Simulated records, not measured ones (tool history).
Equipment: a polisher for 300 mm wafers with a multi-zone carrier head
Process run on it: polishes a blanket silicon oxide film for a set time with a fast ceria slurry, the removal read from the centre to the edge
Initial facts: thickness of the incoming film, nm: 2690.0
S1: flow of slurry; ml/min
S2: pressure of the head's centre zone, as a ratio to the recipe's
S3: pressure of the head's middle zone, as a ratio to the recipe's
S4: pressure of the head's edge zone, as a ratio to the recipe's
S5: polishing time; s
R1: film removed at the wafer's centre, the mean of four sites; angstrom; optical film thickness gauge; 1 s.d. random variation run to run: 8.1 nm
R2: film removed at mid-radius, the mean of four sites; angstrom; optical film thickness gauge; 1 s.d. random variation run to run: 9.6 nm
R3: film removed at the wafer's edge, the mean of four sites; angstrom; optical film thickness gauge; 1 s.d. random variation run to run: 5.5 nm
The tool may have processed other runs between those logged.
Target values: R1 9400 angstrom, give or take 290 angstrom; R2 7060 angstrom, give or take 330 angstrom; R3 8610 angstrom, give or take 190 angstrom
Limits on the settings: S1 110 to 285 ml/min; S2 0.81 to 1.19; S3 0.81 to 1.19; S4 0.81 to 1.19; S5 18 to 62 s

run	hour	S1	S2	S3	S4	S5	R1	R2	R3
1	0	180	1	1	1	40	10503	10144	10418
2	4.9	180	1	1	1	43	11530	11014	11184
3	7.4	180	1	0.93	1	43	11310	10172	11087
4	16.1	180	1	0.93	0.95	43	11459	10115	10788
5	21.3	225	1	0.93	0.95	43	11625	10554	11068
6	24.8	200	1.01	0.89	0.94	41	11141	9489.7	10351
7	28	150	1.03	0.81	0.97	33	8655.8	6877.8	8268.7
8	32.4	160	1.05	0.81	0.99	33	9079.1	7016.6	8404
9	36.2	170	1.07	0.81	1.06	32	8908.2	6976.1	8463.5
10	40.7	170	1.09	0.81	1.07	32	9010.9	6843.3	8516.1

Below are 5 possible settings for the next run. Only one of them brings all results inside the allowed miss of their targets. Which is it?
A	45.2	110	1.08	0.81	0.94	36	?	?	?
B	45.2	170	1.02	0.85	1.09	32	?	?	?
C	45.2	200	1.19	0.81	1.01	33	?	?	?
D	45.2	160	1.18	0.81	1.1	34	?	?	?
E	45.2	145	1.01	0.85	1.16	33	?	?	?

move	R1	R2	R3
A	9306.8	7229.2	8496.9
B	8596.2	7185.3	8549.8
C	10313	7295.8	8637.1
D	10184	7283.2	9070.8
E	8552.7	7229	8940.5
A: hits every target within its allowed miss
B: its largest miss is bigger than the last run's
C: pushes the last run's worst result past its target
D: pushes the last run's worst result past its target
E: its largest miss is bigger than the last run's
The move that meets every target is A.
